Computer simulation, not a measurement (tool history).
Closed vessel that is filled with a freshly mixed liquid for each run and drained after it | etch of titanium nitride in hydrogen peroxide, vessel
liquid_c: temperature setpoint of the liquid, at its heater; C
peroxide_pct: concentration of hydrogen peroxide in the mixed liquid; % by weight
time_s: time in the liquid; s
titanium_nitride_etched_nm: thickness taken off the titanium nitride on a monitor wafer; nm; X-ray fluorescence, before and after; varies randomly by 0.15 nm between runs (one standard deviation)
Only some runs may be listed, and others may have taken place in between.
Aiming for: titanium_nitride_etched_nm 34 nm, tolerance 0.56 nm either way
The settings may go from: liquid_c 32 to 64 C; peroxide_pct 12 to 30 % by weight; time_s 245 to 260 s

run,day,liquid_c,peroxide_pct,time_s,titanium_nitride_etched_nm
1,0,48,21,245,16.813
2,0.2,49.5,21,245,18.619
3,0.396,51,21,245,20.739
4,0.454,52.5,21,245,23.023
5,0.688,52.5,21,260,24.608
6,1.038,52.5,21,260,24.674
7,1.208,53.5,21,260,26.432
8,1.258,54,21,260,27.209
9,1.521,54.5,21,260,28.356
10,1.633,55,21,260,29.376
11,1.892,55.5,21,260,30.323
12,2.158,56,21,260,31.489
13,2.258,56.5,21,260,32.619

Below are 5 possible settings for the next run. Only one of them brings all results inside the allowed miss of their targets. Which is it?
A,2.358,56,22,260,?
B,2.358,56.5,25,260,?
C,2.358,56.5,21.5,245,?
D,2.358,56,23.5,260,?
E,2.358,56,25.5,260,?

move,titanium_nitride_etched_nm
A,31.833
B,33.886
C,30.904
D,32.291
E,32.87
A: the biggest miss grows against the last run
B: each result inside its tolerance
C: the biggest miss grows against the last run
D: the biggest miss grows against the last run
E: better than the last run, though not everything is in spec
So the answer is move B, the one that meets all the targets.

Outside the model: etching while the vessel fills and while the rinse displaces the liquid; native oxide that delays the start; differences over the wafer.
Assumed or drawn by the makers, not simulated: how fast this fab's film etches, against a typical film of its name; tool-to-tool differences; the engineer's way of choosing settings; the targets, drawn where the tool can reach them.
